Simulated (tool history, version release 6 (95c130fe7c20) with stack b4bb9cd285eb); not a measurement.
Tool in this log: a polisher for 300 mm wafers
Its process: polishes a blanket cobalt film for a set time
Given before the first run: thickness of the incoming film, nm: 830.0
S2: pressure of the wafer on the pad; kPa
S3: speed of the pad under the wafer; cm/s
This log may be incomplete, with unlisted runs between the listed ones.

run 1 day=0 | flow_of_slurry_(ml/min)=140 S2=11 S3=116 polishing_time_(s)=63 | film_removed_(angstrom)=3437
run 2 day=0.054 | flow_of_slurry_(ml/min)=170 S2=11 S3=116 polishing_time_(s)=63 | film_removed_(angstrom)=3405
run 3 day=0.138 | flow_of_slurry_(ml/min)=170 S2=9 S3=116 polishing_time_(s)=63 | film_removed_(angstrom)=2878.1
run 4 day=0.167 | flow_of_slurry_(ml/min)=170 S2=8.3 S3=108 polishing_time_(s)=63 | film_removed_(angstrom)=2525.5
-- day=0.204 worn pad replaced by a new one
run 5 day=0.204 | flow_of_slurry_(ml/min)=170 S2=8.3 S3=108 polishing_time_(s)=63 | film_removed_(angstrom)=2680
run 6 day=0.529 | flow_of_slurry_(ml/min)=155 S2=7.6 S3=96 polishing_time_(s)=63 | film_removed_(angstrom)=2149.5
run 7 day=0.704 | flow_of_slurry_(ml/min)=115 S2=4.8 S3=88 polishing_time_(s)=63 | film_removed_(angstrom)=1255.2
run 8 day=0.742 | flow_of_slurry_(ml/min)=120 S2=4.8 S3=88 polishing_time_(s)=63 | film_removed_(angstrom)=1277.2
run 9 day=0.954 | flow_of_slurry_(ml/min)=125 S2=4.8 S3=88 polishing_time_(s)=63 | film_removed_(angstrom)=1326.6

For run 10, what comes out?
run 10 day=1.054 | flow_of_slurry_(ml/min)=130 S2=4.8 S3=88 polishing_time_(s)=63 | film_removed_(angstrom)=?

Run 10 produced film removed (angstrom) 1304.8.
